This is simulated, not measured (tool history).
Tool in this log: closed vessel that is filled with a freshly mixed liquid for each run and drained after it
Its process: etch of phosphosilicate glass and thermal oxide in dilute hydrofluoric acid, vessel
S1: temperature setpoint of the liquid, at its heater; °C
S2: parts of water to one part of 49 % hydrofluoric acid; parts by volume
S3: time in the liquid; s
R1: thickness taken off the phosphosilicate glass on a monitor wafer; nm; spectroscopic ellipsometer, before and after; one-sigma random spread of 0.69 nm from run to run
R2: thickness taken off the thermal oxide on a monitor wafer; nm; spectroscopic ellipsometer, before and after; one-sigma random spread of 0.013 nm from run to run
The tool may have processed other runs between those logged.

{"run": 1, "hour": 0.0, "S1": 22.0, "S2": 80, "S3": 60, "R1": 143.42, "R2": 3.5441}
{"run": 2, "hour": 2.7, "S1": 25.0, "S2": 80, "S3": 60, "R1": 159.74, "R2": 3.9937}
{"run": 3, "hour": 6.2, "S1": 23.0, "S2": 90, "S3": 60, "R1": 129.43, "R2": 3.2165}
{"run": 4, "hour": 11.7, "S1": 23.0, "S2": 115, "S3": 60, "R1": 97.908, "R2": 2.4357}
{"run": 5, "hour": 18.3, "S1": 21.5, "S2": 115, "S3": 60, "R1": 94.028, "R2": 2.3027}
{"run": 6, "hour": 22.9, "S1": 20.5, "S2": 115, "S3": 60, "R1": 88.456, "R2": 2.2098}

Run 7 has not been measured yet. What should we expect?
{"run": 7, "hour": 24.9, "S1": 19.5, "S2": 115, "S3": 60, "R1": "?", "R2": "?"}

{"run 7": {"R1": 86.861, "R2": 2.1439}}
